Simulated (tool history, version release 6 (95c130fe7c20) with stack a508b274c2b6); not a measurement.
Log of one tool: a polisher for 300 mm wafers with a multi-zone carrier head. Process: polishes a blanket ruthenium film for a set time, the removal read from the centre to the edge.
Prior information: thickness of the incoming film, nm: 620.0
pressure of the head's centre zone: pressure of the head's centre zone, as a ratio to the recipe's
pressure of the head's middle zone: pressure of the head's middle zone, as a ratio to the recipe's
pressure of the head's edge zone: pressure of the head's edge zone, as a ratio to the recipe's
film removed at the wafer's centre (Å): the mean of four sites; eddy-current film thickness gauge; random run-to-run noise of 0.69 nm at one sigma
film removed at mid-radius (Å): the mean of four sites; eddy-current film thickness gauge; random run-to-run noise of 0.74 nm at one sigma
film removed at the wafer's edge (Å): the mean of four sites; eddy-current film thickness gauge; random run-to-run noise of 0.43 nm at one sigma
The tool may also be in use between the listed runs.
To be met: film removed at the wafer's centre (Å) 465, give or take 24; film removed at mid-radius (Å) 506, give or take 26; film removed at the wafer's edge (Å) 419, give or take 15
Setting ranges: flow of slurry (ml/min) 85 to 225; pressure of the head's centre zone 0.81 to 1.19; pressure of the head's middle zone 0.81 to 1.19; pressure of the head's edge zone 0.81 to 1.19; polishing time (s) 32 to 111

run	hour	flow of slurry (ml/min)	pressure of the head's centre zone	pressure of the head's middle zone	pressure of the head's edge zone	polishing time (s)	film removed at the wafer's centre (Å)	film removed at mid-radius (Å)	film removed at the wafer's edge (Å)
1	0	145	1	1	1	71	750.94	743.86	740.42
2	1.8	145	1	1	0.92	71	739.62	747.58	709.79
3	4.4	145	1	1.01	0.91	68	718.05	713.45	679.91
4	10.4	160	1	1.01	0.91	68	722.12	731.45	683.82
5	12.3	160	1.07	1.01	0.91	68	791.31	730.24	694.13
6	21	160	1.06	1.02	0.9	65	727.11	705.22	664.67
7	24.6	160	1.07	1.04	0.89	62	719.03	682.5	619.16
8	31.2	155	1.06	1.04	0.88	60	679.19	664.75	603.55
9	32.9	155	1.06	1.05	0.87	58	670.13	634.21	580.36
10	36.1	155	1.05	1.06	0.86	56	617.36	629.73	548.75
11	42.1	150	1.05	1.06	0.85	55	614.28	620.94	526.58
12	46.1	110	0.95	1.03	0.81	43	411.99	443	399.9
13	49.8	115	0.96	1.04	0.81	43	418.78	454.99	401.23
14	53.4	120	0.96	1.04	0.81	43	423.54	455.9	402.38
15	57.5	125	0.96	1.04	0.81	43	420.31	459.59	398.92
16	63.4	135	0.99	1.06	0.82	43	444.95	481.13	409.97
17	65.7	145	1	1.07	0.83	43	455.28	472.23	406.35

4 candidate next runs follow, results not yet known. Just one meets every target within its allowed miss. Identify it.
A	68	155	0.99	1.1	0.81	44	?	?	?
B	68	225	1.01	1.18	0.81	39	?	?	?
C	68	175	1.14	1.05	0.93	39	?	?	?
D	68	200	0.91	0.9	0.9	43	?	?	?

move	film removed at the wafer's centre (Å)	film removed at mid-radius (Å)	film removed at the wafer's edge (Å)
A	470.95	497.67	429.72
B	450.59	492.45	394.58
C	490.54	431.01	410.8
D	439.21	425.5	452.89
A: every result within its allowed miss
B: meets the target for the result that was furthest off, but another lies outside its allowed miss
C: further off than the last run
D: further off than the last run
Move A is the one to make.
